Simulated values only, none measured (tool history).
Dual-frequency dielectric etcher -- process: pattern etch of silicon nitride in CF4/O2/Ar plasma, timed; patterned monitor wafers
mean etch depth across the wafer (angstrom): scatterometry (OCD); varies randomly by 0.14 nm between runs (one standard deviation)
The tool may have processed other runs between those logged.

run,hour,source power (W),bias power (W),Ar flow (sccm),CF4 flow (sccm),etch time (s),mean etch depth across the wafer (angstrom)
1,0.0,440,35,125,138,22.5,332.47
2,3.4,440,35,125,129,22.5,328.41
3,11.3,440,35,104,129,22.5,336.34
4,12.0,440,35,104,141,22.5,340.65
5,20.9,440,35,104,133,22.5,334.38
6,22.5,420,35,104,133,22.5,323.50

Forecast run 7:
7,28.4,400,35,104,133,22.5,?

{"run 7": {"mean etch depth across the wafer (angstrom)": 308.88}}
